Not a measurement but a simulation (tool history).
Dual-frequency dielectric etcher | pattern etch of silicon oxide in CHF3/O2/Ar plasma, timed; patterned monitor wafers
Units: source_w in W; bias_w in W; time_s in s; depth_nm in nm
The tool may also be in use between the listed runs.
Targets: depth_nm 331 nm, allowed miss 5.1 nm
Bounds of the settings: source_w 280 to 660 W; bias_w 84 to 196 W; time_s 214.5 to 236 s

run  hour  source_w  bias_w  time_s  depth_nm
  1     0       470     140     236    408.07
  2   0.8       470     152     236    418.95
  3     5       450     148   235.5    410.72
  4   7.5       430     143     235    397.31
  5  14.5       430     143   214.5    364.04
  6  16.9       430     143   214.5    364.18
  7  18.4       420     143   214.5    360.47
     19.7  -- wet clean of the chamber
  8  19.7       410     143   214.5    346.37
  9    28       400     143   214.5    341.39
 10    36       390     143   214.5    338.51
 11  42.1       380     143   214.5    339.37

5 next moves are on the table. One of them brings every result within its allowed miss. Which?
  A  48.2       310     158   214.5         ?
  B  48.2       340     148   224.5         ?
  C  48.2       320     154   219.5         ?
  D  48.2       460     116     225         ?
  E  48.2       420     112   214.5         ?

move  depth_nm
   A    322.64
   B    341.39
   C    331.01
   D    353.22
   E    321.84
A: takes the result that was furthest off past its target
B: further off than the last run
C: meets every target
D: further off than the last run
E: takes the result that was furthest off past its target
Answer: C
